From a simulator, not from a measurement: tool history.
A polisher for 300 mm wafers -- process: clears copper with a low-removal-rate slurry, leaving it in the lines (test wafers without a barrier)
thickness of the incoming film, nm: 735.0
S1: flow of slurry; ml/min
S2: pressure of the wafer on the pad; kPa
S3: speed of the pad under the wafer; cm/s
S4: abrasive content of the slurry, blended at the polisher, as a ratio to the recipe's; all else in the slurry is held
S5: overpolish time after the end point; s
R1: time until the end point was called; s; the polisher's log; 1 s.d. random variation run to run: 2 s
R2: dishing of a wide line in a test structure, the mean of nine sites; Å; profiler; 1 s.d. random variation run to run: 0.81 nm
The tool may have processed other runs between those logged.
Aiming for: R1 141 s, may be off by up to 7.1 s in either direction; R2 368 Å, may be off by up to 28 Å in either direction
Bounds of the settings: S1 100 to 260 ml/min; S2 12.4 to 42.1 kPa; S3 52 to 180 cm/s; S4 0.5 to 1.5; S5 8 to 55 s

Run 1, hour 0: S1 165 ml/min, S2 26.9 kPa, S3 116 cm/s, S4 1, S5 28 s. Result: R1 141.2 s, R2 622.98 Å.
Run 2, hour 5.8: S1 165 ml/min, S2 26.9 kPa, S3 128 cm/s, S4 1, S5 28 s. Result: R1 125.26 s, R2 640.15 Å.
Run 3, hour 10.4: S1 150 ml/min, S2 24.1 kPa, S3 138 cm/s, S4 0.95, S5 22 s. Result: R1 129.75 s, R2 562.36 Å.
Run 4, hour 15.1: S1 150 ml/min, S2 24.1 kPa, S3 138 cm/s, S4 0.75, S5 22 s. Result: R1 138.11 s, R2 546.89 Å.
Run 5, hour 15.7: S1 145 ml/min, S2 22.1 kPa, S3 146 cm/s, S4 0.75, S5 18 s. Result: R1 142.24 s, R2 476.34 Å.
Run 6, hour 22.7: S1 145 ml/min, S2 21.4 kPa, S3 150 cm/s, S4 0.7, S5 15 s. Result: R1 144.25 s, R2 393.12 Å.
Run 7, hour 29.8: S1 145 ml/min, S2 21.4 kPa, S3 150 cm/s, S4 0.7, S5 14 s. Result: R1 144.55 s, R2 388.63 Å.
Run 8, hour 37.1: S1 145 ml/min, S2 22.1 kPa, S3 150 cm/s, S4 0.7, S5 9 s. Result: R1 141.97 s, R2 293.31 Å.
Run 9, hour 45.3: S1 145 ml/min, S2 22.1 kPa, S3 152 cm/s, S4 0.7, S5 10 s. Result: R1 143.08 s, R2 321.7 Å.

4 candidate next runs follow, results not yet known. Just one meets every target within its allowed miss. Identify it.
Run A, hour 53.5: S1 150 ml/min, S2 20 kPa, S3 158 cm/s, S4 0.9, S5 10 s. Result: R1 ?, R2 ?.
Run B, hour 53.5: S1 120 ml/min, S2 18.6 kPa, S3 180 cm/s, S4 0.85, S5 12 s. Result: R1 ?, R2 ?.
Run C, hour 53.5: S1 100 ml/min, S2 22.8 kPa, S3 146 cm/s, S4 0.85, S5 16 s. Result: R1 ?, R2 ?.
Run D, hour 53.5: S1 165 ml/min, S2 16.5 kPa, S3 178 cm/s, S4 0.75, S5 9 s. Result: R1 ?, R2 ?.

move      R1      R2
   A  142.05  316.43
   B  140.03  365.87
   C  146.41  439.94
   D  153.88  270.78
A: further off than the last run
B: meets every target
C: carries the result that was furthest off beyond its target, to the other side
D: further off than the last run
B is the move that brings every result within its allowed miss.

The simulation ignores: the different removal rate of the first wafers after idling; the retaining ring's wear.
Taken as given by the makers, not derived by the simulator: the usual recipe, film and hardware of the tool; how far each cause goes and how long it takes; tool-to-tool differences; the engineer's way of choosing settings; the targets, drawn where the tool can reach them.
